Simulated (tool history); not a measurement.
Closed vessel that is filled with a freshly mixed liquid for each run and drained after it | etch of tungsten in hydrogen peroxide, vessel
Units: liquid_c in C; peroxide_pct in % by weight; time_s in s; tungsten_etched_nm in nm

run    day  liquid_c  peroxide_pct  time_s  tungsten_etched_nm
  1      0        45          16.5      30              31.525
  2  0.383        45          16.5      30              31.582
  3  0.704        49          16.5      30              41.127
  4  0.925        51          16.5      30              45.481
  5  1.171        51          16.5      30               45.52
  6  1.271        51          19.5      30               50.55
  7  1.629        52          19.5      30              52.844

Run 8 comes next. What will it give?
  8  1.704      52.5          19.5      30                   ?

tungsten_etched_nm: 54.45 nm
